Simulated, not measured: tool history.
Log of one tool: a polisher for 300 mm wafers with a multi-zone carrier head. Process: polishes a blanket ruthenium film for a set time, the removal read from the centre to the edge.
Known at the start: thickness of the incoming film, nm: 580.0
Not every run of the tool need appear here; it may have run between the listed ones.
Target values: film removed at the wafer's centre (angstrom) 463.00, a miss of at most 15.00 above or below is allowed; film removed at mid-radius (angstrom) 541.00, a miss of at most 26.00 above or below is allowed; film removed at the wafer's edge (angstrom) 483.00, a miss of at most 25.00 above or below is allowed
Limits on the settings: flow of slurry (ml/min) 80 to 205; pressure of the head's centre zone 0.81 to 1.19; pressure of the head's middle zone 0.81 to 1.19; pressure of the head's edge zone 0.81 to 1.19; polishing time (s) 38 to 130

run  hour  flow of slurry (ml/min)  pressure of the head's centre zone  pressure of the head's middle zone  pressure of the head's edge zone  polishing time (s)  film removed at the wafer's centre (angstrom)  film removed at mid-radius (angstrom)  film removed at the wafer's edge (angstrom)
  1   0.0                      135                                1.00                                1.00                              1.00                  84                                         835.79                                 868.21                                       830.74
  2   6.3                      135                                0.97                                1.00                              1.00                  84                                         810.60                                 846.05                                       829.97
  3   9.9                      130                                0.95                                1.02                              0.96                  73                                         694.30                                 765.31                                       714.42
  4  16.1                      125                                0.93                                1.02                              0.93                  65                                         596.52                                 653.90                                       603.15
  5  24.4                      125                                0.93                                1.02                              0.93                  85                                         790.56                                 886.22                                       810.47
  6  32.6                      120                                0.91                                1.02                              0.90                  76                                         676.01                                 759.83                                       698.75
  7  41.6                      120                                0.91                                1.02                              0.90                  76                                         678.68                                 778.80                                       701.02
  8  45.1                      115                                0.90                                1.01                              0.88                  69                                         605.42                                 662.93                                       650.96
  9  50.3                      120                                0.89                                1.02                              0.88                  63                                         548.58                                 643.34                                       577.15
 10  53.6                      120                                0.89                                1.01                              0.87                  60                                         525.15                                 614.08                                       547.78
 11  61.4                      120                                0.89                                1.00                              0.86                  58                                         503.00                                 568.79                                       519.89

4 candidate next runs follow, results not yet known. Just one meets every target within its allowed miss. Identify it.
  A  69.2                      155                                0.83                                1.15                              0.81                  56                                              ?                                      ?                                            ?
  B  69.2                      130                                0.85                                1.13                              0.81                  55                                              ?                                      ?                                            ?
  C  69.2                      205                                0.89                                1.05                              0.94                  49                                              ?                                      ?                                            ?
  D  69.2                      135                                1.02                                1.10                              0.81                  49                                              ?                                      ?                                            ?

move  film removed at the wafer's centre (angstrom)  film removed at mid-radius (angstrom)  film removed at the wafer's edge (angstrom)
   A                                         479.02                                 658.24                                       519.35
   B                                         468.69                                 621.32                                       501.40
   C                                         467.74                                 551.86                                       499.45
   D                                         504.78                                 543.33                                       448.58
A: misses by more than the last run did
B: corrects the largest miss of the last run, while another result sits out of spec
C: all results land within tolerance of their targets
D: neither nearer nor further off than the last run
Move C is the one to make.
